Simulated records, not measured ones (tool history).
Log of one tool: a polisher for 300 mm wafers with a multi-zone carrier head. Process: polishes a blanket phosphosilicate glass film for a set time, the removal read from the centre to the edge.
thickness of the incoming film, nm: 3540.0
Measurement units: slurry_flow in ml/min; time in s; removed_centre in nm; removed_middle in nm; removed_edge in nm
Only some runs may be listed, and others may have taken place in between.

run    day  slurry_flow  centre_zone  middle_zone  edge_zone  slurry_solids  time  removed_centre  removed_middle  removed_edge
  1      0          305            1            1          1              1    75          745.01          740.69        730.68
  2    0.2          300         0.98         0.99       1.01              1    75          754.66          746.67        728.47
  3  0.425          315         0.96         0.98       1.03           0.95    75          719.29          707.88        730.52
  4  0.688          250         0.96         0.98       1.03           0.95    75           699.8          683.21        706.39
  5  0.962          250         1.01         0.98       1.03           0.95    75          730.17          683.59        689.77
  6  1.267          245         0.99         0.98       1.03           0.95    75          696.24          690.62        711.83
  7  1.296          240         0.98         0.98       1.03           0.95    75          707.03          689.48        695.93
  8  1.654          240         0.96         0.97       1.04           0.95    75          692.38          678.07        712.51

What does the tool deliver on the next run?
  9  1.912          235         0.95         0.97       1.04           0.95    75               ?               ?             ?

removed_centre: 697.8 nm
removed_middle: 677.85 nm
removed_edge: 693.96 nm

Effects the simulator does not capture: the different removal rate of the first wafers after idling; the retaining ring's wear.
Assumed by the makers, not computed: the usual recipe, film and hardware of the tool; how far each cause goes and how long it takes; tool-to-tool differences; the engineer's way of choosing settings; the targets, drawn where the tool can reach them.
